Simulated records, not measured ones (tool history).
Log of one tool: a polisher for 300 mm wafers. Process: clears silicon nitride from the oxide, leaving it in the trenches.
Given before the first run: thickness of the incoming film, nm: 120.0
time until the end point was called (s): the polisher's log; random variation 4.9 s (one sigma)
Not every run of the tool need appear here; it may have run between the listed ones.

run	hour	flow of slurry (ml/min)	pressure of the wafer on the pad (kPa)	speed of the pad under the wafer (cm/s)	overpolish time after the end point (s)	time until the end point was called (s)
1	0	155	18.6	84	29	199.47
2	5.9	155	18.6	68	29	228.55
3	12.8	155	18.6	82	29	206.42
4	17	155	16.5	82	29	229.34
5	19.3	155	15.2	82	29	244.89
6	24.8	155	13.8	82	29	269.17
7	25.5	155	13.1	82	29	280.68

Expected results for the next run?
8	34.4	155	12.4	82	29	?

time until the end point was called (s): 300.89

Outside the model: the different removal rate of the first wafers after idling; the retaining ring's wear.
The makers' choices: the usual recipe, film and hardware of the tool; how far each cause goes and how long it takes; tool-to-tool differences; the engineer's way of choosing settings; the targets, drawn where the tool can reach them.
